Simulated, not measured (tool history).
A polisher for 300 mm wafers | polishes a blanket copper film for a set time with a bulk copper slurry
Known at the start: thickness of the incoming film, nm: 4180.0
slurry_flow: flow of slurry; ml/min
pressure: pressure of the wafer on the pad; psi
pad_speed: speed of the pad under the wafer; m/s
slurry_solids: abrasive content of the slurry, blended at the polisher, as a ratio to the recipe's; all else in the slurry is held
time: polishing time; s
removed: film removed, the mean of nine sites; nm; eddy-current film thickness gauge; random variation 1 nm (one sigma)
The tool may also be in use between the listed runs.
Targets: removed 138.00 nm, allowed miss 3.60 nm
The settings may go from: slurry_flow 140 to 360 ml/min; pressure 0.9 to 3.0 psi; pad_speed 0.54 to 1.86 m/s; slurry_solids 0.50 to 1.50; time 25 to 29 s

run,hour,slurry_flow,pressure,pad_speed,slurry_solids,time,removed
1,0.0,230,1.9,1.18,1.00,29,174.59
2,7.0,225,1.8,1.18,1.00,29,169.94
3,12.6,225,1.7,1.18,1.00,29,164.06
4,14.7,225,1.6,1.18,1.00,29,156.61
5,18.4,225,1.5,1.18,1.00,29,152.12
6,23.6,190,1.5,1.18,1.00,29,147.19
7,26.4,185,1.5,1.18,1.00,29,145.08
8,30.4,180,1.5,1.18,1.00,29,146.37
9,31.9,175,1.5,1.18,1.00,29,145.32
10,33.1,170,1.5,1.18,1.00,29,146.22

Which of these 5 next moves meets every target?
A,34.3,200,1.9,1.24,1.05,25,?
B,34.3,165,1.1,1.46,0.90,28,?
C,34.3,145,1.7,1.26,0.95,29,?
D,34.3,240,1.6,1.16,0.95,29,?
E,34.3,175,1.4,1.42,1.05,27,?

move,removed
A,157.42
B,137.88
C,158.22
D,153.59
E,156.23
A: further off than the last run
B: meets every target
C: further off than the last run
D: further off than the last run
E: further off than the last run
The right move is B.
